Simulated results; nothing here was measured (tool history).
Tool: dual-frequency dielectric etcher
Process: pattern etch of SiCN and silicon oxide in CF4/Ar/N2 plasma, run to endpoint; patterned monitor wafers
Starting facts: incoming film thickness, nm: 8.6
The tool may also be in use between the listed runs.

run  hour  source power (W)  bias power (W)  Ar flow (sccm)  CF4 flow (sccm)  endpoint time (s)
  1   0.0               510              86             114               84             8.5732
  2   1.9               510              86             114               97             8.4597
  3   8.7               460              85             114               97             9.2781
  4  16.8               550              85             114               97             7.9526
  5  24.8               490              84             114               97             8.8910
  6  28.8               450              84             114               97             9.6370
  7  29.9               420              84             114               97            10.1990

Forecast run 8:
  8  38.1               320              83             114               97                  ?

endpoint time (s): 13.3450
